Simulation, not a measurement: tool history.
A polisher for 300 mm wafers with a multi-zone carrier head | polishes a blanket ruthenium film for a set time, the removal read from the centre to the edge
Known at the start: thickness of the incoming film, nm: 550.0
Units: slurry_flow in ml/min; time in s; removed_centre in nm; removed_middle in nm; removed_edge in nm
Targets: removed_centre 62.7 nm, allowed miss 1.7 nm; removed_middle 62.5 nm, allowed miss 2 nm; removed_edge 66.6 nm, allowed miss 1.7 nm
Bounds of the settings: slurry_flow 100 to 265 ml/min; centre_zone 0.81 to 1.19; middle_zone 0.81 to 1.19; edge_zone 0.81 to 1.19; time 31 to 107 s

run,hour,slurry_flow,centre_zone,middle_zone,edge_zone,time,removed_centre,removed_middle,removed_edge
1,0,170,1,1,1,69,54.595,55.683,56.034
2,3.4,170,1,1,1,82,64.376,64.989,66.988
3,4.5,170,1,1,1.08,82,65.272,65.442,69.232
4,6.2,170,1,1,1.13,82,65.708,66.337,69.966
5,12.4,170,1,1,1.19,82,63.602,66.082,72.121
6,14.4,170,1,1.06,1.19,82,65.05,69.015,71.106
7,18.9,155,1.01,1.05,1.17,82,64.267,67.382,70.813
8,23.2,155,1.01,1.05,1.17,82,63.957,67.661,70.677
9,31,150,1.02,1.04,1.14,81,63.574,66.556,68.715
10,36.9,145,1.02,1.02,1.12,81,64.377,63.4,68.341

Which of these 5 next moves meets every target?
A,42.8,100,1.06,1.04,1.14,82,?,?,?
B,42.8,190,1.09,1.03,1.13,75,?,?,?
C,42.8,135,1.06,0.99,1.09,82,?,?,?
D,42.8,100,1.13,1.05,1.1,83,?,?,?
E,42.8,170,1.03,0.98,1.12,81,?,?,?

move,removed_centre,removed_middle,removed_edge
A,62.173,62.705,67.154
B,65.02,62.503,65.472
C,65.596,63.077,68.207
D,67.04,63.968,66.963
E,65.324,63.824,69.76
A: meets every target
B: brings the result that was furthest off to its target, and leaves another outside
C: brings the result that was furthest off to its target, and leaves another outside
D: brings the result that was furthest off to its target, and leaves another outside
E: further off than the last run
The right move is A.
